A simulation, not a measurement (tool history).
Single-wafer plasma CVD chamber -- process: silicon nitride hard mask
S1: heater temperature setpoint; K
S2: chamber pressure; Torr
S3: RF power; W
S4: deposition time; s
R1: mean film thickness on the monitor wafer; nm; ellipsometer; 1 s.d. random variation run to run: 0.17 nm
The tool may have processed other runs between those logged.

run,hour,S1,S2,S3,S4,R1
1,0,678.15,1.31,275,77.1,73.697
2,3.5,678.15,1.31,250,77.1,66.9
3,10,678.15,1.27,250,77.1,66.99
4,18.3,678.15,1.23,250,77.1,66.369
5,22.9,678.15,1.19,250,77.1,65.503
6,28.2,678.15,1.19,250,79.7,67.791
7,35,678.15,1.15,250,79.7,67.012
# hour 39: capacitance manometer re-zeroed and calibrated
8,39,678.15,1.11,250,79.7,65.79
9,43.8,678.15,1.08,250,79.7,65.558
10,46,678.15,1.05,250,79.7,64.665
11,47,678.15,1.03,250,79.7,64.661

Expected results for the next run?
12,49.5,678.15,1,250,79.7,?

For run 12 the tool returned R1 63.735 nm.
